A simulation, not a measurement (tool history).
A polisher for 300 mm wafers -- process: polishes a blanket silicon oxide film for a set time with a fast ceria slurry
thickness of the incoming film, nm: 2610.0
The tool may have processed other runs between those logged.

run	hour	flow of slurry (ml/min)	pressure of the wafer on the pad (psi)	speed of the pad under the wafer (m/s)	polishing time (s)	film removed (nm)
1	0.0	170	3.1	0.90	84	1606.4
2	8.1	190	3.1	0.90	84	1621.3
3	15.5	190	3.1	0.90	84	1633.3
4	23.6	185	3.0	0.90	84	1590.0
5	29.8	200	3.0	0.90	84	1599.7
6	31.1	200	3.0	0.72	84	1311.2
7	32.3	205	3.0	0.72	84	1290.9

Estimate the outcome of run 8 from the log above:
8	33.7	205	3.2	0.72	84	?

{"run 8": {"film removed (nm)": 1350.1}}

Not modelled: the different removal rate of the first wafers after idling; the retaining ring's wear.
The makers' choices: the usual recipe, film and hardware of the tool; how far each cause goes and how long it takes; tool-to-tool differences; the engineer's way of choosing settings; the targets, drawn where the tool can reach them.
